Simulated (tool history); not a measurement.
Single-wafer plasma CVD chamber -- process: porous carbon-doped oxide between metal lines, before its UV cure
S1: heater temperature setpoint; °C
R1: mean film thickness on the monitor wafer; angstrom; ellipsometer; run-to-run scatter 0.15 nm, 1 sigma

{"run": 1, "hour": 0.0, "S1": 285, "RF power (kW)": 0.375, "deposition time (s)": 18.4, "R1": 928.96}
{"run": 2, "hour": 6.2, "S1": 294, "RF power (kW)": 0.375, "deposition time (s)": 18.4, "R1": 874.54}
{"run": 3, "hour": 14.3, "S1": 284, "RF power (kW)": 0.375, "deposition time (s)": 18.4, "R1": 938.41}
{"run": 4, "hour": 19.5, "S1": 284, "RF power (kW)": 0.35, "deposition time (s)": 18.4, "R1": 874.99}
{"run": 5, "hour": 27.9, "S1": 273, "RF power (kW)": 0.35, "deposition time (s)": 18.4, "R1": 947.84}
{"run": 6, "hour": 32.8, "S1": 273, "RF power (kW)": 0.35, "deposition time (s)": 17.4, "R1": 894.96}

Estimate the outcome of run 7 from the log above:
{"run": 7, "hour": 35.8, "S1": 276, "RF power (kW)": 0.345, "deposition time (s)": 17.4, "R1": "?"}

R1: 865.48 angstrom

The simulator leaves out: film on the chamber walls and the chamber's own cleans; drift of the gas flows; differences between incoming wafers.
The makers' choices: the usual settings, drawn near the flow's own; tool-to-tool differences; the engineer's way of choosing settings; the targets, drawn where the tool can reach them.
